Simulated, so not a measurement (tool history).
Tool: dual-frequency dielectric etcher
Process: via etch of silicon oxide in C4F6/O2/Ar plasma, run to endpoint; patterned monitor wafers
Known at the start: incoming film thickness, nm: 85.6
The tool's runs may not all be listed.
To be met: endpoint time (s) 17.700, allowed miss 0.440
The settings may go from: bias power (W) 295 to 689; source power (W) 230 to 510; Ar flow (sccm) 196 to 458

run 1 hour=0.0 | bias_power_(W)=492 source_power_(W)=370 Ar_flow_(sccm)=327 | endpoint_time_(s)=19.953
run 2 hour=2.2 | bias_power_(W)=436 source_power_(W)=370 Ar_flow_(sccm)=327 | endpoint_time_(s)=20.728
run 3 hour=9.5 | bias_power_(W)=436 source_power_(W)=330 Ar_flow_(sccm)=327 | endpoint_time_(s)=21.800
run 4 hour=14.7 | bias_power_(W)=436 source_power_(W)=270 Ar_flow_(sccm)=327 | endpoint_time_(s)=24.086
run 5 hour=19.8 | bias_power_(W)=494 source_power_(W)=300 Ar_flow_(sccm)=321 | endpoint_time_(s)=22.001
run 6 hour=23.7 | bias_power_(W)=528 source_power_(W)=300 Ar_flow_(sccm)=321 | endpoint_time_(s)=21.587
run 7 hour=25.8 | bias_power_(W)=563 source_power_(W)=320 Ar_flow_(sccm)=317 | endpoint_time_(s)=20.533
run 8 hour=27.3 | bias_power_(W)=563 source_power_(W)=320 Ar_flow_(sccm)=317 | endpoint_time_(s)=20.645
run 9 hour=36.2 | bias_power_(W)=589 source_power_(W)=340 Ar_flow_(sccm)=314 | endpoint_time_(s)=19.644
run 10 hour=37.2 | bias_power_(W)=610 source_power_(W)=350 Ar_flow_(sccm)=312 | endpoint_time_(s)=19.173
run 11 hour=40.3 | bias_power_(W)=626 source_power_(W)=360 Ar_flow_(sccm)=310 | endpoint_time_(s)=18.719
run 12 hour=44.1 | bias_power_(W)=639 source_power_(W)=370 Ar_flow_(sccm)=309 | endpoint_time_(s)=18.326
run 13 hour=49.4 | bias_power_(W)=648 source_power_(W)=370 Ar_flow_(sccm)=308 | endpoint_time_(s)=18.360

4 next moves are on the table. One of them brings every result within its allowed miss. Which?
run A hour=54.7 | bias_power_(W)=587 source_power_(W)=350 Ar_flow_(sccm)=234 | endpoint_time_(s)=?
run B hour=54.7 | bias_power_(W)=595 source_power_(W)=310 Ar_flow_(sccm)=229 | endpoint_time_(s)=?
run C hour=54.7 | bias_power_(W)=623 source_power_(W)=390 Ar_flow_(sccm)=271 | endpoint_time_(s)=?
run D hour=54.7 | bias_power_(W)=583 source_power_(W)=340 Ar_flow_(sccm)=308 | endpoint_time_(s)=?

move=A endpoint_time_(s)=18.653
move=B endpoint_time_(s)=19.611
move=C endpoint_time_(s)=17.744
move=D endpoint_time_(s)=19.600
A: further off than the last run
B: further off than the last run
C: meets every target
D: further off than the last run
The right move is C.
